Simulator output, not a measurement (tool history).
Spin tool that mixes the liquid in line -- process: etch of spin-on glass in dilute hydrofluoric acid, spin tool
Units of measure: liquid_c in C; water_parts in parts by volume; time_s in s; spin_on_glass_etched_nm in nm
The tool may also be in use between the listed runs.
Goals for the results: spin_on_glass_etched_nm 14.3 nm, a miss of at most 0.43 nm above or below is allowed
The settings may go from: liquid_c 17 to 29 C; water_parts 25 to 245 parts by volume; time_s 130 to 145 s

run  hour  liquid_c  water_parts  time_s  spin_on_glass_etched_nm
  1     0        21          135     130                   24.199
  2   3.3        21          135     130                   24.059
  3   9.3      19.5          150     130                   19.999
  4  15.5      19.5          150     130                   19.927
  5  22.8      19.5          150     145                    22.42
  6    28      19.5          150     130                   20.005
  7  35.3      18.5          160     130                   18.071
  8  43.2      18.5          160     130                   17.953
  9  52.1        18          170     130                   16.475
 10  58.2      17.5          175     130                    15.68

Which of these 5 next moves meets every target?
  A  64.3        17          170     135                        ?
  B  64.3      18.5          165     130                        ?
  C  64.3        17          160     135                        ?
  D  64.3        20          215     140                        ?
  E  64.3      17.5          165     130                        ?

move  spin_on_glass_etched_nm
   A                   16.445
   B                   17.407
   C                   17.644
   D                   14.503
   E                   16.727
A: the biggest miss grows against the last run
B: the biggest miss grows against the last run
C: the biggest miss grows against the last run
D: meets every target
E: the biggest miss grows against the last run
Move D is the one to make.

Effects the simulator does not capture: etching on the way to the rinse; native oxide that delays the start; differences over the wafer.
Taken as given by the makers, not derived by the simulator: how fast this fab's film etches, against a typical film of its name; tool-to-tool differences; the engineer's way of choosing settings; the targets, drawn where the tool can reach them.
